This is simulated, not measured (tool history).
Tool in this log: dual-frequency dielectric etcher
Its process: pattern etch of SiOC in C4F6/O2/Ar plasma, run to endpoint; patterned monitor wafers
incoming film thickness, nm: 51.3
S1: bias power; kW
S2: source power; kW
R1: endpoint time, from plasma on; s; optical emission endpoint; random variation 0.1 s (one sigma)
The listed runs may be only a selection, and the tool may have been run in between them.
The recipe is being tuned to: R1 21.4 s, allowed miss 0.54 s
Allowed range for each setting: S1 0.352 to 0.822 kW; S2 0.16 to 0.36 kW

| run | day | S1 | S2 | R1 |
|---|---|---|---|---|
| 1 | 0 | 0.587 | 0.26 | 18.561 |
| 2 | 0.038 | 0.56 | 0.26 | 19.019 |
| 3 | 0.267 | 0.539 | 0.26 | 19.456 |
| 4 | 0.596 | 0.614 | 0.26 | 17.94 |
| 5 | 0.738 | 0.589 | 0.26 | 18.505 |
| 6 | 0.925 | 0.589 | 0.3 | 17.772 |
| 7 | 1.092 | 0.559 | 0.3 | 18.193 |
| 8 | 1.158 | 0.533 | 0.3 | 18.631 |
| 9 | 1.458 | 0.511 | 0.3 | 19.258 |
| 10 | 1.712 | 0.496 | 0.3 | 19.55 |
| 11 | 1.825 | 0.483 | 0.3 | 19.767 |
| 12 | 1.946 | 0.471 | 0.3 | 20.105 |
| 13 | 2.25 | 0.462 | 0.3 | 20.265 |
| 14 | 2.583 | 0.454 | 0.3 | 20.633 |
| 15 | 2.904 | 0.449 | 0.3 | 20.556 |
| 16 | 2.929 | 0.443 | 0.3 | 20.921 |

4 next moves are on the table. One of them brings every result within its allowed miss. Which?
| A | 2.954 | 0.476 | 0.3 | ? |
| B | 2.954 | 0.441 | 0.28 | ? |
| C | 2.954 | 0.477 | 0.29 | ? |
| D | 2.954 | 0.452 | 0.32 | ? |

| move | R1 |
|---|---|
| A | 19.932 |
| B | 21.312 |
| C | 20.126 |
| D | 20.113 |
A: moves away from the targets compared with the last run
B: hits every target within its allowed miss
C: moves away from the targets compared with the last run
D: moves away from the targets compared with the last run
So the answer is move B, the one that meets all the targets.
